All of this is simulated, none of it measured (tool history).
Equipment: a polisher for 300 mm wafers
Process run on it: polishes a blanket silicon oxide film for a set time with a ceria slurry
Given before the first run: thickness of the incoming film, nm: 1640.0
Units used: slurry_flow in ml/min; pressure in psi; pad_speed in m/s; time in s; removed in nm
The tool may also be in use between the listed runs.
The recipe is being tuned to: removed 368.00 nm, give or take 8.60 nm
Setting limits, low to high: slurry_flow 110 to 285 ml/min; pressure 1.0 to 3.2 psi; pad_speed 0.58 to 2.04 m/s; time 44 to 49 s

| run | hour | slurry_flow | pressure | pad_speed | time | removed |
|---|---|---|---|---|---|---|
| 1 | 0.0 | 180 | 2.1 | 1.30 | 49 | 221.41 |
| 2 | 2.8 | 180 | 2.1 | 1.14 | 49 | 197.37 |
| 3 | 4.8 | 195 | 2.4 | 1.16 | 49 | 229.43 |
| 4 | 9.2 | 195 | 2.4 | 1.16 | 49 | 230.44 |
| 5 | 16.8 | 195 | 2.7 | 1.16 | 49 | 255.62 |
| 6 | 23.1 | 195 | 2.7 | 1.16 | 49 | 256.09 |
| 7 | 32.1 | 210 | 2.8 | 1.20 | 49 | 281.50 |
| 8 | 35.1 | 225 | 2.9 | 1.22 | 49 | 291.38 |
| 9 | 43.8 | 225 | 3.0 | 1.26 | 49 | 311.09 |
| 10 | 51.3 | 225 | 3.1 | 1.30 | 49 | 334.19 |
| 11 | 54.8 | 225 | 3.1 | 1.32 | 49 | 338.67 |
| 12 | 58.6 | 225 | 3.1 | 1.34 | 49 | 350.50 |
| 13 | 66.8 | 225 | 3.1 | 1.34 | 49 | 342.54 |

Next run, 5 choices. One meets every target within its allowed miss, the rest don't. Which?
| A | 75.0 | 215 | 2.9 | 1.48 | 48 | ? |
| B | 75.0 | 230 | 3.2 | 1.28 | 48 | ? |
| C | 75.0 | 260 | 3.0 | 1.52 | 47 | ? |
| D | 75.0 | 190 | 3.2 | 1.36 | 48 | ? |
| E | 75.0 | 275 | 3.1 | 1.22 | 47 | ? |

| move | removed |
|---|---|
| A | 349.88 |
| B | 337.48 |
| C | 371.79 |
| D | 348.72 |
| E | 311.91 |
A: closer than the last run, but not yet in spec
B: lands further from the targets than the last run did
C: all results land within tolerance of their targets
D: closer than the last run, but not yet in spec
E: lands further from the targets than the last run did
Correct choice: C, which meets every target
